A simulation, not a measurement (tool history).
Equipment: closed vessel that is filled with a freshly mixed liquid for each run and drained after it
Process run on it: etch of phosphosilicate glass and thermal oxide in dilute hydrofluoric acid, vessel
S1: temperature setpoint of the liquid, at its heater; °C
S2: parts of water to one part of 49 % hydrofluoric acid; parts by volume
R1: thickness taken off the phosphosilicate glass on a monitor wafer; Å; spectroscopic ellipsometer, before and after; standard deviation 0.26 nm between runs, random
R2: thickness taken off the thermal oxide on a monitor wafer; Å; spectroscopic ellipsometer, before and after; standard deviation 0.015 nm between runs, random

Run 1, hour 0.0: S1 21.0 °C, S2 60 parts by volume, time in the liquid (s) 60. Result: R1 513.96 Å, R2 41.088 Å.
Run 2, hour 4.1: S1 23.5 °C, S2 60 parts by volume, time in the liquid (s) 60. Result: R1 563.10 Å, R2 45.493 Å.
Run 3, hour 8.6: S1 23.5 °C, S2 60 parts by volume, time in the liquid (s) 75. Result: R1 713.01 Å, R2 57.507 Å.
Run 4, hour 12.7: S1 22.0 °C, S2 70 parts by volume, time in the liquid (s) 75. Result: R1 562.12 Å, R2 45.687 Å.
Run 5, hour 18.6: S1 20.5 °C, S2 75 parts by volume, time in the liquid (s) 75. Result: R1 490.17 Å, R2 39.635 Å.
Run 6, hour 26.4: S1 19.5 °C, S2 80 parts by volume, time in the liquid (s) 75. Result: R1 440.47 Å, R2 35.088 Å.
Run 7, hour 34.4: S1 19.0 °C, S2 85 parts by volume, time in the liquid (s) 75. Result: R1 400.02 Å, R2 32.479 Å.
Run 8, hour 37.7: S1 18.5 °C, S2 85 parts by volume, time in the liquid (s) 75. Result: R1 390.84 Å, R2 31.593 Å.

Forecast run 9:
Run 9, hour 39.8: S1 18.0 °C, S2 85 parts by volume, time in the liquid (s) 75. Result: R1 ?, R2 ?.

Run 9 gave R1 382.94 Å, R2 31.326 Å.
